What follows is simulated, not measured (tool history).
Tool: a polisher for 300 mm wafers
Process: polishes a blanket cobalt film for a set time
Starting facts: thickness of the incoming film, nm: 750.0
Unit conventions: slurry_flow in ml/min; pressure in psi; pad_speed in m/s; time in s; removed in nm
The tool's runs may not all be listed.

Run 1, hour 0: slurry_flow 275 ml/min, pressure 1.8 psi, pad_speed 1.1 m/s, time 72 s. Result: removed 391.49 nm.
Run 2, hour 4.4: slurry_flow 275 ml/min, pressure 1.5 psi, pad_speed 1.1 m/s, time 72 s. Result: removed 332.21 nm.
Run 3, hour 7.5: slurry_flow 275 ml/min, pressure 1.7 psi, pad_speed 1.1 m/s, time 72 s. Result: removed 379.04 nm.
Run 4, hour 10.3: slurry_flow 275 ml/min, pressure 2 psi, pad_speed 1.12 m/s, time 72 s. Result: removed 448.05 nm.
Run 5, hour 15.6: slurry_flow 275 ml/min, pressure 2.2 psi, pad_speed 1.14 m/s, time 72 s. Result: removed 499.46 nm.
Run 6, hour 17: slurry_flow 275 ml/min, pressure 2.2 psi, pad_speed 1.14 m/s, time 72 s. Result: removed 520.25 nm.
Run 7, hour 21.5: slurry_flow 275 ml/min, pressure 2.3 psi, pad_speed 1.14 m/s, time 72 s. Result: removed 524.64 nm.
Run 8, hour 27.7: slurry_flow 275 ml/min, pressure 2.4 psi, pad_speed 1.16 m/s, time 72 s. Result: removed 565.72 nm.
Run 9, hour 32.9: slurry_flow 275 ml/min, pressure 2.5 psi, pad_speed 1.16 m/s, time 72 s. Result: removed 577.81 nm.

For run 10, what comes out?
Run 10, hour 41.4: slurry_flow 275 ml/min, pressure 2.6 psi, pad_speed 1.18 m/s, time 72 s. Result: removed ?.

removed: 612.59 nm

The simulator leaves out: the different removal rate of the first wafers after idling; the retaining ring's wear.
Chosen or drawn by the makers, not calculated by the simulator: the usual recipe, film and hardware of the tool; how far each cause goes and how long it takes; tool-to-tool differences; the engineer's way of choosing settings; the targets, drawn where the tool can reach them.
